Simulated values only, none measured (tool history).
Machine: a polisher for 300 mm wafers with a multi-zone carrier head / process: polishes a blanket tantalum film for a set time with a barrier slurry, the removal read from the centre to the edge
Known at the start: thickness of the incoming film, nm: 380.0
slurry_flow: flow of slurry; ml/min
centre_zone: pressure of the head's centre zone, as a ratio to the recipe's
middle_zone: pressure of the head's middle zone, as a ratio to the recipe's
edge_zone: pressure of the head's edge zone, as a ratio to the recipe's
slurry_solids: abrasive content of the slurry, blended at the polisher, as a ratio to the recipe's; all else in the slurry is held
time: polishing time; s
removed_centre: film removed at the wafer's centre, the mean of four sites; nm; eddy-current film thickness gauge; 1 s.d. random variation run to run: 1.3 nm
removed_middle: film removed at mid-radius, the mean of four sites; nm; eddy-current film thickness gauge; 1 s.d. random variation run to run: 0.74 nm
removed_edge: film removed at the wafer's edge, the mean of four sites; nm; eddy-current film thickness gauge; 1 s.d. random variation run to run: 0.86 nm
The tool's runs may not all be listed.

run,hour,slurry_flow,centre_zone,middle_zone,edge_zone,slurry_solids,time,removed_centre,removed_middle,removed_edge
1,0.0,255,1.00,1.00,1.00,1.00,63,96.875,98.063,101.300
2,1.5,250,1.01,0.99,0.98,1.00,63,98.624,98.000,100.830
3,7.7,210,1.01,0.99,0.98,1.00,63,96.143,95.518,97.005
4,11.2,205,1.02,0.99,0.97,1.00,63,94.674,94.001,98.247
# hour 11.9: slurry nozzle cleaned
5,11.9,205,1.02,0.99,0.97,1.15,63,106.840,105.280,107.420
6,12.9,205,0.95,0.99,0.97,1.15,63,100.970,102.850,107.020
7,21.9,205,0.95,0.99,0.97,1.15,63,99.125,105.500,106.620
8,30.8,205,0.97,0.98,0.95,1.15,63,101.830,104.380,104.340
9,39.6,205,0.97,0.98,0.95,1.15,63,101.570,104.070,106.110
10,44.0,205,0.99,0.97,0.94,1.15,63,101.220,105.640,105.210
11,49.6,200,1.02,0.98,0.95,1.10,63,105.910,101.050,103.170
12,52.2,195,1.02,0.97,0.94,1.10,63,105.700,101.050,103.470
13,58.3,195,1.03,0.97,0.93,1.10,63,105.650,100.150,103.130
14,67.1,195,1.04,0.97,0.92,1.10,63,105.160,101.230,101.730
15,73.5,195,1.05,0.96,0.91,1.10,63,107.440,100.350,100.980
16,76.3,195,1.05,0.95,0.90,1.10,63,106.650,99.079,99.676
17,79.6,195,1.05,0.94,0.89,1.10,63,108.330,99.174,101.380
18,80.3,195,1.05,0.94,0.88,1.10,63,108.410,98.746,101.060
19,88.2,195,1.05,0.94,0.88,1.10,63,107.250,98.334,99.959
20,94.6,195,1.05,0.94,0.87,1.10,63,109.440,98.731,99.755
21,96.9,195,1.05,0.94,0.86,1.10,63,106.880,100.110,98.014
22,99.2,195,1.05,0.93,0.85,1.10,63,105.850,98.607,97.511

For run 23, what comes out?
23,103.7,195,1.05,0.92,0.85,1.10,63,?,?,?

{"run 23": {"removed_centre": 105.03, "removed_middle": 98.287, "removed_edge": 97.343}}
